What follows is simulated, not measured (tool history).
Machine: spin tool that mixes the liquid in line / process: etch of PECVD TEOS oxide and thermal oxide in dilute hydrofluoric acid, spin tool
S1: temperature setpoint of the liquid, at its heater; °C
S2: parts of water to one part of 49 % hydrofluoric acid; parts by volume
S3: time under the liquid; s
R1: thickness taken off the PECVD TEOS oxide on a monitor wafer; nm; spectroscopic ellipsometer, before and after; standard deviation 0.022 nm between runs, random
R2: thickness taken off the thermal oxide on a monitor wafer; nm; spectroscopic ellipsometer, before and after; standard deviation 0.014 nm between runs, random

Run 1, day 0.000: S1 21.0 °C, S2 190 parts by volume, S3 50 s. Result: R1 4.2128 nm, R2 0.95069 nm.
Run 2, day 0.204: S1 20.0 °C, S2 195 parts by volume, S3 50 s. Result: R1 3.9409 nm, R2 0.87100 nm.
Run 3, day 0.279: S1 19.5 °C, S2 200 parts by volume, S3 50 s. Result: R1 3.7795 nm, R2 0.88306 nm.
Run 4, day 0.358: S1 19.5 °C, S2 210 parts by volume, S3 50 s. Result: R1 3.5676 nm, R2 0.82696 nm.
Run 5, day 0.483: S1 19.5 °C, S2 170 parts by volume, S3 50 s. Result: R1 4.5669 nm, R2 1.04890 nm.
Run 6, day 0.850: S1 19.0 °C, S2 180 parts by volume, S3 50 s. Result: R1 4.2131 nm, R2 0.98156 nm.

Estimate the outcome of run 7 from the log above:
Run 7, day 1.175: S1 19.0 °C, S2 190 parts by volume, S3 50 s. Result: R1 ?, R2 ?.

R1: 3.9924 nm
R2: 0.90910 nm
